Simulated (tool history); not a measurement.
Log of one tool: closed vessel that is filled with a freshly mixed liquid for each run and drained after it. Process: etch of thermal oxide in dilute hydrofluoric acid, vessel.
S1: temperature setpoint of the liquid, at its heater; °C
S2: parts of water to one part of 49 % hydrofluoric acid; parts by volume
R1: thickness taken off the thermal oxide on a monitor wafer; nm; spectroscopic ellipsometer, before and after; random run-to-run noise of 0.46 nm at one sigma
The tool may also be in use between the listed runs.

{"run": 1, "hour": 0.0, "S1": 23, "S2": 295, "time in the liquid (s)": 1055, "R1": 14.459}
{"run": 2, "hour": 4.8, "S1": 20.5, "S2": 295, "time in the liquid (s)": 1055, "R1": 13.13}
{"run": 3, "hour": 8.6, "S1": 19, "S2": 295, "time in the liquid (s)": 1055, "R1": 12.474}
{"run": 4, "hour": 17.6, "S1": 22, "S2": 295, "time in the liquid (s)": 1055, "R1": 13.993}
{"run": 5, "hour": 23.7, "S1": 24.5, "S2": 225, "time in the liquid (s)": 1055, "R1": 21.204}
{"run": 6, "hour": 30.3, "S1": 27, "S2": 225, "time in the liquid (s)": 1055, "R1": 23.427}
{"run": 7, "hour": 31.8, "S1": 28, "S2": 180, "time in the liquid (s)": 1055, "R1": 31.762}

Forecast run 8:
{"run": 8, "hour": 36.6, "S1": 29, "S2": 155, "time in the liquid (s)": 1055, "R1": "?"}

Run 8 produced R1 39.723 nm.

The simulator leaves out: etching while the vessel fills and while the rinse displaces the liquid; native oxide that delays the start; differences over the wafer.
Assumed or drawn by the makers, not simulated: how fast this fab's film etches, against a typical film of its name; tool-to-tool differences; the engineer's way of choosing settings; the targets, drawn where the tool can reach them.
